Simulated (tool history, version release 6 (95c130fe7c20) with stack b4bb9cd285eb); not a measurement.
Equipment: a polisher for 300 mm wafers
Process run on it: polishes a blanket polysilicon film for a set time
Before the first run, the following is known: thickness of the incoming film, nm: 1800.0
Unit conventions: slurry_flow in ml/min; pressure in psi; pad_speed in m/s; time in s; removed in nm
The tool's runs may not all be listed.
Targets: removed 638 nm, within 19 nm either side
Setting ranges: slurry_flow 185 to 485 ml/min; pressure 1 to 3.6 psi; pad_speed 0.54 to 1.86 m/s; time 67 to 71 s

{"run": 1, "hour": 0.0, "slurry_flow": 310, "pressure": 2.3, "pad_speed": 1.18, "time": 67, "removed": 565.03}
{"run": 2, "hour": 8.4, "slurry_flow": 310, "pressure": 2.3, "pad_speed": 1.02, "time": 67, "removed": 496.38}
{"run": 3, "hour": 14.2, "slurry_flow": 380, "pressure": 2.3, "pad_speed": 1.02, "time": 67, "removed": 516.83}
{"run": 4, "hour": 18.0, "slurry_flow": 430, "pressure": 2.3, "pad_speed": 1.02, "time": 67, "removed": 520.49}
{"run": 5, "hour": 24.4, "slurry_flow": 430, "pressure": 2.3, "pad_speed": 1.02, "time": 67, "removed": 517.52}
{"run": 6, "hour": 26.8, "slurry_flow": 460, "pressure": 2.3, "pad_speed": 1.02, "time": 67, "removed": 525.18}
{"hour": 35.7, "done": "head pressure recalibrated"}
{"run": 7, "hour": 35.7, "slurry_flow": 465, "pressure": 2.8, "pad_speed": 1.02, "time": 67, "removed": 563.43}
{"run": 8, "hour": 39.6, "slurry_flow": 465, "pressure": 2.9, "pad_speed": 1.02, "time": 67, "removed": 592.15}
{"run": 9, "hour": 41.5, "slurry_flow": 465, "pressure": 3, "pad_speed": 1.02, "time": 67, "removed": 594.87}
{"run": 10, "hour": 48.8, "slurry_flow": 465, "pressure": 3.1, "pad_speed": 1.02, "time": 67, "removed": 615.04}

5 candidate next runs follow, results not yet known. Just one meets every target within its allowed miss. Identify it.
{"run": "A", "hour": 56.1, "slurry_flow": 380, "pressure": 3.5, "pad_speed": 0.96, "time": 67, "removed": "?"}
{"run": "B", "hour": 56.1, "slurry_flow": 400, "pressure": 3.2, "pad_speed": 0.98, "time": 67, "removed": "?"}
{"run": "C", "hour": 56.1, "slurry_flow": 430, "pressure": 3.3, "pad_speed": 0.84, "time": 67, "removed": "?"}
{"run": "D", "hour": 56.1, "slurry_flow": 485, "pressure": 3.6, "pad_speed": 0.76, "time": 69, "removed": "?"}
{"run": "E", "hour": 56.1, "slurry_flow": 470, "pressure": 2.9, "pad_speed": 1.16, "time": 71, "removed": "?"}

move=A removed=639.79
move=B removed=603.92
move=C removed=558.71
move=D removed=583.32
move=E removed=674.23
A: hits every target within its allowed miss
B: its largest miss is bigger than the last run's
C: its largest miss is bigger than the last run's
D: its largest miss is bigger than the last run's
E: takes the biggest miss from the last run beyond its target
The move that meets every target is A.

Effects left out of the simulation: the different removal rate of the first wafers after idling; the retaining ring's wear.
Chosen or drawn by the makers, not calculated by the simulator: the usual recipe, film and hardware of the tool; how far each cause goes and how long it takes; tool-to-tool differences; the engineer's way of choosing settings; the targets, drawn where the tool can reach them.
